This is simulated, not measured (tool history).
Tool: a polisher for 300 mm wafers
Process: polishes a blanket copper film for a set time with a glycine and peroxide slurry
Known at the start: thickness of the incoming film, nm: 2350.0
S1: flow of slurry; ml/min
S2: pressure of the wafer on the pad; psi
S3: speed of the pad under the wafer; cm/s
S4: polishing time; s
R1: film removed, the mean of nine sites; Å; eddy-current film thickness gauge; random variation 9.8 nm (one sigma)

run 1 hour=0.0 | S1=135 S2=3.3 S3=130 S4=56 | R1=4645.5
run 2 hour=2.2 | S1=145 S2=3.9 S3=144 S4=56 | R1=6082.4
run 3 hour=3.4 | S1=150 S2=4.3 S3=152 S4=56 | R1=6870.8
run 4 hour=5.2 | S1=155 S2=4.6 S3=162 S4=56 | R1=7787.7
run 5 hour=11.5 | S1=155 S2=4.6 S3=162 S4=51 | R1=7170.6
run 6 hour=19.9 | S1=155 S2=4.8 S3=176 S4=51 | R1=7950.0
-- hour=21.0 head pressure recalibrated
run 7 hour=21.0 | S1=160 S2=4.9 S3=186 S4=52 | R1=9935.8
run 8 hour=28.7 | S1=165 S2=4.9 S3=186 S4=52 | R1=9867.9
run 9 hour=37.4 | S1=170 S2=4.9 S3=186 S4=52 | R1=9859.8

Forecast run 10:
run 10 hour=39.6 | S1=175 S2=4.9 S3=186 S4=52 | R1=?

{"run 10": {"R1": 10085.0}}
